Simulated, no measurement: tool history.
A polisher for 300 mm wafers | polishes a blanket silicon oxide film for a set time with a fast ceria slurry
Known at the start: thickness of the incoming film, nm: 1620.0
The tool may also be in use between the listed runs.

run	day	flow of slurry (ml/min)	pressure of the wafer on the pad (psi)	speed of the pad under the wafer (cm/s)	polishing time (s)	film removed (nm)
1	0.000	135	1.9	90	78	779.78
2	0.279	120	1.9	90	78	755.99
3	0.321	120	1.9	90	82	781.24
4	0.592	105	1.9	90	82	750.52
5	0.754	120	2.0	90	82	826.77
6	0.862	120	2.0	90	82	832.25

Forecast run 7:
7	1.033	130	2.0	90	82	?

film removed (nm): 817.71

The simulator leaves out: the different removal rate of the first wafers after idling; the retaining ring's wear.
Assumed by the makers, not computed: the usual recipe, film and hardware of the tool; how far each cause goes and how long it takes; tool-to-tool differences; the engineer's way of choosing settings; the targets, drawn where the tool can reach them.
